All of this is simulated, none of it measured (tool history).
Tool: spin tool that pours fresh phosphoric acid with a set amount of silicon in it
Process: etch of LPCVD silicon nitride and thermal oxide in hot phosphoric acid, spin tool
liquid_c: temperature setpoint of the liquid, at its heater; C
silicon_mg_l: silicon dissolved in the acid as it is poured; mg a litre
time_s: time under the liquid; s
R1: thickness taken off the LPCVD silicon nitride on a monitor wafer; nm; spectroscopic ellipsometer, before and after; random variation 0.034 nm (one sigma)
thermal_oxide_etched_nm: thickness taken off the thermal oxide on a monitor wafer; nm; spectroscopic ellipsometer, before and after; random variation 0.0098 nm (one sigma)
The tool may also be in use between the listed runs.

Run 1, hour 0: liquid_c 160 C, silicon_mg_l 10 mg a litre, time_s 180 s. Result: R1 12.023 nm, thermal_oxide_etched_nm 0.40268 nm.
Run 2, hour 5.5: liquid_c 160 C, silicon_mg_l 5 mg a litre, time_s 180 s. Result: R1 12.032 nm, thermal_oxide_etched_nm 0.41352 nm.
Run 3, hour 7.7: liquid_c 159.5 C, silicon_mg_l 5.5 mg a litre, time_s 150 s. Result: R1 9.9671 nm, thermal_oxide_etched_nm 0.28072 nm.
Run 4, hour 13.4: liquid_c 159.5 C, silicon_mg_l 11 mg a litre, time_s 150 s. Result: R1 9.8734 nm, thermal_oxide_etched_nm 0.29913 nm.
Run 5, hour 21.1: liquid_c 159.5 C, silicon_mg_l 15.5 mg a litre, time_s 150 s. Result: R1 9.8738 nm, thermal_oxide_etched_nm 0.25204 nm.
Run 6, hour 26.8: liquid_c 159.5 C, silicon_mg_l 15.5 mg a litre, time_s 115 s. Result: R1 7.6477 nm, thermal_oxide_etched_nm 0.2105 nm.
Run 7, hour 34.1: liquid_c 159.5 C, silicon_mg_l 15.5 mg a litre, time_s 100 s. Result: R1 6.6401 nm, thermal_oxide_etched_nm 0.19239 nm.
Run 8, hour 39.5: liquid_c 159.5 C, silicon_mg_l 15.5 mg a litre, time_s 90 s. Result: R1 5.9443 nm, thermal_oxide_etched_nm 0.14859 nm.
Run 9, hour 43.7: liquid_c 160 C, silicon_mg_l 15 mg a litre, time_s 85 s. Result: R1 5.8242 nm, thermal_oxide_etched_nm 0.17407 nm.
Run 10, hour 51.1: liquid_c 160 C, silicon_mg_l 15 mg a litre, time_s 85 s. Result: R1 5.7477 nm, thermal_oxide_etched_nm 0.17508 nm.
Run 11, hour 55.8: liquid_c 160 C, silicon_mg_l 15 mg a litre, time_s 80 s. Result: R1 5.5095 nm, thermal_oxide_etched_nm 0.1271 nm.

The next listed run, before its measurement:
Run 12, hour 59.7: liquid_c 159.5 C, silicon_mg_l 14 mg a litre, time_s 75 s. Result: R1 ?, thermal_oxide_etched_nm ?.

Run 12 gave R1 4.9755 nm, thermal_oxide_etched_nm 0.13364 nm.
